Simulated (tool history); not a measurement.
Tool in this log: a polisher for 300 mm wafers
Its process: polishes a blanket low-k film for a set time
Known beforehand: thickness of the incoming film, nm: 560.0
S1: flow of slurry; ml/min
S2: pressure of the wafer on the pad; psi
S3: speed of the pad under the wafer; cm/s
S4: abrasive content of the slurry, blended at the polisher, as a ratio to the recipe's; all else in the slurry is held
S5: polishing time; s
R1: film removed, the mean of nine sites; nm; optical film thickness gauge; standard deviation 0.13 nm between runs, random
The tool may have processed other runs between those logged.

run	hour	S1	S2	S3	S4	S5	R1
1	0	225	2.5	124	1	76	42.616
2	8.5	170	2.5	124	1	76	40.917
3	14.1	170	2.5	124	1	80	42.498
4	17.6	165	2.2	116	1	80	36.764
5	20.8	160	2	106	1	80	31.714
6	29.1	135	2	106	1	80	31.239
7	36.9	135	1.8	100	1	80	26.832

What will run 8 give?
8	45	135	1.7	98	1	80	?

{"run 8": {"R1": 25.727}}
